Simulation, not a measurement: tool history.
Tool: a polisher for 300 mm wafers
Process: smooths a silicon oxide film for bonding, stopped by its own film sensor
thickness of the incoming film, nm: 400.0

run    day  flow of slurry (ml/min)  pressure of the wafer on the pad (kPa)  speed of the pad under the wafer (m/s)  abrasive content of the slurry  target thickness at which the film sensor stops the polish (angstrom)  time until the film sensor stopped the polish (s)
  1  0.000                      215                                    19.3                                    0.94                             1.0                                                                   3040                                             124.90
  2  0.258                      215                                    19.3                                    0.94                             1.1                                                                   3040                                             122.20
  3  0.462                      215                                    19.3                                    0.94                             1.1                                                                   3000                                             125.63
  4  0.750                      265                                    19.3                                    0.94                             1.1                                                                   3000                                             122.39
  5  1.083                      300                                    19.3                                    0.94                             1.1                                                                   3000                                             122.36
  6  1.158                      300                                    19.3                                    0.76                             1.1                                                                   3000                                             146.41

The next listed run, before its measurement:
  7  1.446                      300                                    20.7                                    0.78                             1.1                                                                   3000                                                  ?

Run 7 gave time until the film sensor stopped the polish (s) 130.88.
